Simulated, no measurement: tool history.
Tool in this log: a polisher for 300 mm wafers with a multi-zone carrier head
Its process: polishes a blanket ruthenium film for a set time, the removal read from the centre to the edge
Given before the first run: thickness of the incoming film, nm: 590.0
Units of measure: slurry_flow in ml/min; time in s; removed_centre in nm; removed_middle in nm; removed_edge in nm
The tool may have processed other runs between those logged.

run,day,slurry_flow,centre_zone,middle_zone,edge_zone,time,removed_centre,removed_middle,removed_edge
1,0,210,1,1,1,66,131.21,130.92,138.34
2,0.154,170,1,1,1,66,127.19,124.86,134.39
3,0.367,195,1.02,1.03,1.04,67,134.8,133.24,142.14
4,0.717,195,1.02,1.1,1.04,67,136.64,141.83,141.04
5,1,215,1.04,1.12,1.07,68,142.07,146.38,149.04
6,1.271,240,1.04,1.12,1.07,68,145.05,149.27,149.59
7,1.529,250,1.05,1.14,1.08,69,150.76,153.19,152.99
8,1.771,260,1.05,1.15,1.09,70,150.09,160.49,157.45
9,1.829,305,1.15,1.16,1.14,72,176.99,168.78,166.91

What does the tool deliver on the next run?
10,2.062,305,1.14,1.16,1.14,72,?,?,?

{"run 10": {"removed_centre": 175.71, "removed_middle": 165.1, "removed_edge": 166.89}}
